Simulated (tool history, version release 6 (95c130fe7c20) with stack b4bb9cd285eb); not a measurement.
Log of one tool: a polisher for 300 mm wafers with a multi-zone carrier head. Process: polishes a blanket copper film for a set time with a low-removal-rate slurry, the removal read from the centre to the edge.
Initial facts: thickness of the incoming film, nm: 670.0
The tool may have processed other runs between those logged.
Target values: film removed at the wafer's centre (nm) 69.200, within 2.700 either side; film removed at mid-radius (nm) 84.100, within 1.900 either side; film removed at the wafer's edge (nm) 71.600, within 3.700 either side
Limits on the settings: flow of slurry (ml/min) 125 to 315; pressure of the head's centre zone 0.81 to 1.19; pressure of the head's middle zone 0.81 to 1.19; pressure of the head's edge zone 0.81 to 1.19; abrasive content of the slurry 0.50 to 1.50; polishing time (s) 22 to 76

run	day	flow of slurry (ml/min)	pressure of the head's centre zone	pressure of the head's middle zone	pressure of the head's edge zone	abrasive content of the slurry	polishing time (s)	film removed at the wafer's centre (nm)	film removed at mid-radius (nm)	film removed at the wafer's edge (nm)
1	0.000	205	1.00	1.00	1.00	1.00	49	127.970	126.210	125.970
2	0.200	205	1.00	1.00	0.94	1.00	49	127.500	125.780	124.450
3	0.462	240	1.00	1.00	0.94	1.00	49	131.350	129.200	123.530
4	0.838	240	1.00	1.05	0.94	1.00	49	133.540	134.330	123.930
5	0.867	240	1.00	1.09	0.94	1.00	49	131.980	139.620	123.600
6	1.050	215	1.00	1.09	0.94	1.00	49	132.810	136.920	118.770
7	1.138	205	0.96	1.09	0.92	0.90	45	113.250	122.510	110.030
8	1.379	260	0.93	1.19	0.84	0.65	31	73.276	89.257	69.664
9	1.471	255	0.92	1.17	0.85	0.65	31	70.872	87.107	69.881
10	1.829	250	0.92	1.16	0.86	0.65	31	71.211	86.318	68.971

Pick the move, out of 4, that brings all results within their allowed miss; only one does.
A	2.188	210	0.88	1.11	0.87	0.70	32	?	?	?
B	2.188	240	0.92	1.19	0.84	0.60	32	?	?	?
C	2.188	280	0.98	1.19	0.86	0.70	27	?	?	?
D	2.188	245	1.06	1.16	0.83	0.75	28	?	?	?

move	film removed at the wafer's centre (nm)	film removed at mid-radius (nm)	film removed at the wafer's edge (nm)
A	69.917	84.257	72.295
B	72.768	88.784	70.231
C	68.551	78.301	62.337
D	76.518	79.109	63.667
A: meets every target
B: its largest miss is bigger than the last run's
C: the result that was furthest off in the last run now lies on the other side of its target
D: the result that was furthest off in the last run now lies on the other side of its target
Move A is the one to make.
